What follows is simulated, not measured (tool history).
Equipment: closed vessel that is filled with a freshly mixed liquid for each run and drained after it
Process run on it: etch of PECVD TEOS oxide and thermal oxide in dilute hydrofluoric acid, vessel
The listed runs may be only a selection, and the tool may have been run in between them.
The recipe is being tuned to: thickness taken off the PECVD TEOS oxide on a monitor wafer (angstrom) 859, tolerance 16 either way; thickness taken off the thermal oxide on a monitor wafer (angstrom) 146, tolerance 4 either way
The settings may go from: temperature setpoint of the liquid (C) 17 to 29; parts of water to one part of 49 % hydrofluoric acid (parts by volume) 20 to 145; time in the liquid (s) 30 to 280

run  hour  temperature setpoint of the liquid (C)  parts of water to one part of 49 % hydrofluoric acid (parts by volume)  time in the liquid (s)  thickness taken off the PECVD TEOS oxide on a monitor wafer (angstrom)  thickness taken off the thermal oxide on a monitor wafer (angstrom)
  1     0                                      21                                                                      80                     145                                                                  420.16                                                               71.912
  2   1.1                                      24                                                                      80                     145                                                                  480.12                                                                81.49
  3   9.9                                      24                                                                      80                      95                                                                  317.93                                                               53.323
  4  11.7                                      24                                                                      80                     145                                                                   477.4                                                               81.279
  5  19.3                                      26                                                                      80                     145                                                                  517.67                                                               87.579
  6  20.9                                      24                                                                      80                     145                                                                  477.85                                                               81.345
  7  21.9                                      24                                                                      80                     145                                                                  476.68                                                               81.185
  8  22.6                                      25                                                                      75                     145                                                                  536.62                                                               91.074
  9    30                                    25.5                                                                      70                     145                                                                  588.19                                                               99.885
 10  34.8                                      26                                                                      65                     145                                                                  653.34                                                               110.67
 11  40.8                                    26.5                                                                      65                     145                                                                  662.19                                                                113.4
 12  44.9                                      27                                                                      65                     145                                                                  680.58                                                               115.31
 13  46.7                                    27.5                                                                      65                     145                                                                  693.83                                                               116.62
 14  48.4                                      28                                                                      60                     145                                                                  777.24                                                               130.31
 15  53.6                                      29                                                                      55                     145                                                                  882.88                                                               149.03
 16  62.6                                      29                                                                      55                     145                                                                  882.92                                                               148.96

Which single option among these 5 for the next run brings every result within its allowed miss of target? Just one does.
  A  71.6                                      29                                                                      60                     160                                                                       ?                                                                    ?
  B  71.6                                      29                                                                      40                     105                                                                       ?                                                                    ?
  C  71.6                                      26                                                                      65                     190                                                                       ?                                                                    ?
  D  71.6                                      27                                                                      60                     180                                                                       ?                                                                    ?
  E  71.6                                      17                                                                      60                     270                                                                       ?                                                                    ?

move  thickness taken off the PECVD TEOS oxide on a monitor wafer (angstrom)  thickness taken off the thermal oxide on a monitor wafer (angstrom)
   A                                                                  882.69                                                               149.21
   B                                                                  895.35                                                               151.35
   C                                                                  853.13                                                               144.21
   D                                                                  917.57                                                               155.11
   E                                                                  908.78                                                               153.62
A: about as far from the targets as the last run
B: lands further from the targets than the last run did
C: every result within its allowed miss
D: lands further from the targets than the last run did
E: lands further from the targets than the last run did
C meets every target.

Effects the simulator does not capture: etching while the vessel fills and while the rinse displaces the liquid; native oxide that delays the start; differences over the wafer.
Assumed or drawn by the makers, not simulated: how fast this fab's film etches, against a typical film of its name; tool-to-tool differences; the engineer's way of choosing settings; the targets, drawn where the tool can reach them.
